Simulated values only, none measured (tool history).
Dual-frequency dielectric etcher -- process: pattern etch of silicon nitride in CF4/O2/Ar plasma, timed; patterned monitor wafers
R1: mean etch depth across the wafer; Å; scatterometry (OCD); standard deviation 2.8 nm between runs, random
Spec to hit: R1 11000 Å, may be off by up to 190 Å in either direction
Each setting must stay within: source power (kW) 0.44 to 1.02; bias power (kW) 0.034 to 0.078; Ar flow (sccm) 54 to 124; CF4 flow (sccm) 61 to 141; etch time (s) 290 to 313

{"run": 1, "hour": 0.0, "source power (kW)": 0.73, "bias power (kW)": 0.056, "Ar flow (sccm)": 89, "CF4 flow (sccm)": 101, "etch time (s)": 313, "R1": 8300.5}
{"run": 2, "hour": 6.8, "source power (kW)": 0.76, "bias power (kW)": 0.056, "Ar flow (sccm)": 89, "CF4 flow (sccm)": 101, "etch time (s)": 313, "R1": 8571.5}
{"run": 3, "hour": 13.0, "source power (kW)": 0.76, "bias power (kW)": 0.056, "Ar flow (sccm)": 89, "CF4 flow (sccm)": 101, "etch time (s)": 290, "R1": 7960.3}
{"run": 4, "hour": 17.8, "source power (kW)": 0.8, "bias power (kW)": 0.057, "Ar flow (sccm)": 89, "CF4 flow (sccm)": 101, "etch time (s)": 290, "R1": 8317.2}
{"run": 5, "hour": 21.0, "source power (kW)": 0.8, "bias power (kW)": 0.057, "Ar flow (sccm)": 89, "CF4 flow (sccm)": 101, "etch time (s)": 290, "R1": 8327.9}
{"run": 6, "hour": 30.1, "source power (kW)": 0.83, "bias power (kW)": 0.059, "Ar flow (sccm)": 88, "CF4 flow (sccm)": 102, "etch time (s)": 290, "R1": 8657.9}
{"run": 7, "hour": 37.8, "source power (kW)": 0.86, "bias power (kW)": 0.061, "Ar flow (sccm)": 87, "CF4 flow (sccm)": 103, "etch time (s)": 290.5, "R1": 9044.6}
{"run": 8, "hour": 45.6, "source power (kW)": 0.88, "bias power (kW)": 0.062, "Ar flow (sccm)": 86, "CF4 flow (sccm)": 104, "etch time (s)": 290.5, "R1": 9301.9}
{"run": 9, "hour": 48.0, "source power (kW)": 0.9, "bias power (kW)": 0.063, "Ar flow (sccm)": 86, "CF4 flow (sccm)": 104, "etch time (s)": 290.5, "R1": 9575.2}
{"run": 10, "hour": 51.6, "source power (kW)": 1.02, "bias power (kW)": 0.064, "Ar flow (sccm)": 86, "CF4 flow (sccm)": 104, "etch time (s)": 290.5, "R1": 10538}
{"run": 11, "hour": 54.4, "source power (kW)": 1.02, "bias power (kW)": 0.065, "Ar flow (sccm)": 86, "CF4 flow (sccm)": 104, "etch time (s)": 290.5, "R1": 10631}
{"run": 12, "hour": 55.2, "source power (kW)": 1.02, "bias power (kW)": 0.066, "Ar flow (sccm)": 86, "CF4 flow (sccm)": 104, "etch time (s)": 290.5, "R1": 10641}
{"run": 13, "hour": 62.5, "source power (kW)": 1.02, "bias power (kW)": 0.067, "Ar flow (sccm)": 86, "CF4 flow (sccm)": 104, "etch time (s)": 290.5, "R1": 10751}

Which single option among these 5 for the next run brings every result within its allowed miss of target? Just one does.
{"run": "A", "hour": 69.8, "source power (kW)": 1, "bias power (kW)": 0.07, "Ar flow (sccm)": 90, "CF4 flow (sccm)": 100, "etch time (s)": 290, "R1": "?"}
{"run": "B", "hour": 69.8, "source power (kW)": 0.99, "bias power (kW)": 0.068, "Ar flow (sccm)": 110, "CF4 flow (sccm)": 104, "etch time (s)": 313, "R1": "?"}
{"run": "C", "hour": 69.8, "source power (kW)": 0.96, "bias power (kW)": 0.064, "Ar flow (sccm)": 84, "CF4 flow (sccm)": 101, "etch time (s)": 305, "R1": "?"}
{"run": "D", "hour": 69.8, "source power (kW)": 0.98, "bias power (kW)": 0.066, "Ar flow (sccm)": 82, "CF4 flow (sccm)": 106, "etch time (s)": 296, "R1": "?"}
{"run": "E", "hour": 69.8, "source power (kW)": 1, "bias power (kW)": 0.062, "Ar flow (sccm)": 77, "CF4 flow (sccm)": 94, "etch time (s)": 296.5, "R1": "?"}

move=A R1=10577
move=B R1=10948
move=C R1=10569
move=D R1=10631
move=E R1=10535
A: moves away from the targets compared with the last run
B: hits every target within its allowed miss
C: moves away from the targets compared with the last run
D: moves away from the targets compared with the last run
E: moves away from the targets compared with the last run
Answer: B

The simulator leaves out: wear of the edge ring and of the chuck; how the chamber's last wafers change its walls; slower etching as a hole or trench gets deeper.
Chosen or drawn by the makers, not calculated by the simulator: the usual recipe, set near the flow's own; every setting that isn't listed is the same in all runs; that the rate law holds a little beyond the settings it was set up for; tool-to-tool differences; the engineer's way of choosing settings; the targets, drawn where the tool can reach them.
